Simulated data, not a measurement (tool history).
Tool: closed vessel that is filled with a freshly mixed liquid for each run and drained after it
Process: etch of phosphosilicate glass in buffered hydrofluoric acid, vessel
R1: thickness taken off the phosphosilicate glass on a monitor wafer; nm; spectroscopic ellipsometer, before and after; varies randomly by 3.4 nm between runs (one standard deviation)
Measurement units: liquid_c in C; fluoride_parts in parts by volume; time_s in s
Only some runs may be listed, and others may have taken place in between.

Run 1, hour 0.0: liquid_c 22.0 C, fluoride_parts 10.5 parts by volume, time_s 95 s. Result: R1 713.79 nm.
Run 2, hour 8.2: liquid_c 21.0 C, fluoride_parts 11.5 parts by volume, time_s 95 s. Result: R1 619.35 nm.
Run 3, hour 9.7: liquid_c 21.0 C, fluoride_parts 13.0 parts by volume, time_s 95 s. Result: R1 548.11 nm.
Run 4, hour 11.3: liquid_c 21.0 C, fluoride_parts 13.0 parts by volume, time_s 95 s. Result: R1 549.82 nm.
Run 5, hour 17.4: liquid_c 21.0 C, fluoride_parts 13.0 parts by volume, time_s 95 s. Result: R1 547.65 nm.
Run 6, hour 20.0: liquid_c 20.0 C, fluoride_parts 13.0 parts by volume, time_s 95 s. Result: R1 527.04 nm.

The next listed run, before its measurement:
Run 7, hour 23.1: liquid_c 19.5 C, fluoride_parts 13.5 parts by volume, time_s 95 s. Result: R1 ?.

R1: 479.01 nm
